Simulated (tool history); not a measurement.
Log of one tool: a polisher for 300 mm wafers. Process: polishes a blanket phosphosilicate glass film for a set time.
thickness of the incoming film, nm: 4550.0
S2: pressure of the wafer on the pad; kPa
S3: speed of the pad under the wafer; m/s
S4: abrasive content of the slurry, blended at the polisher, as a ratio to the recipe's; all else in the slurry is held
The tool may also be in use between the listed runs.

{"run": 1, "day": 0.0, "flow of slurry (ml/min)": 270, "S2": 19.3, "S3": 1.1, "S4": 1, "polishing time (s)": 63, "film removed (nm)": 399.85}
{"run": 2, "day": 0.154, "flow of slurry (ml/min)": 270, "S2": 19.3, "S3": 0.84, "S4": 1, "polishing time (s)": 63, "film removed (nm)": 339.48}
{"run": 3, "day": 0.375, "flow of slurry (ml/min)": 270, "S2": 19.3, "S3": 0.98, "S4": 1, "polishing time (s)": 63, "film removed (nm)": 371.14}
{"run": 4, "day": 0.5, "flow of slurry (ml/min)": 275, "S2": 22.8, "S3": 1.04, "S4": 1, "polishing time (s)": 63, "film removed (nm)": 456.84}
{"run": 5, "day": 0.862, "flow of slurry (ml/min)": 275, "S2": 22.8, "S3": 0.78, "S4": 1, "polishing time (s)": 63, "film removed (nm)": 380.85}
{"run": 6, "day": 1.225, "flow of slurry (ml/min)": 275, "S2": 22.8, "S3": 0.78, "S4": 1, "polishing time (s)": 66, "film removed (nm)": 391.64}

Forecast run 7:
{"run": 7, "day": 1.571, "flow of slurry (ml/min)": 280, "S2": 25.5, "S3": 0.92, "S4": 1, "polishing time (s)": 66, "film removed (nm)": "?"}

Run 7 gave film removed (nm) 490.98.

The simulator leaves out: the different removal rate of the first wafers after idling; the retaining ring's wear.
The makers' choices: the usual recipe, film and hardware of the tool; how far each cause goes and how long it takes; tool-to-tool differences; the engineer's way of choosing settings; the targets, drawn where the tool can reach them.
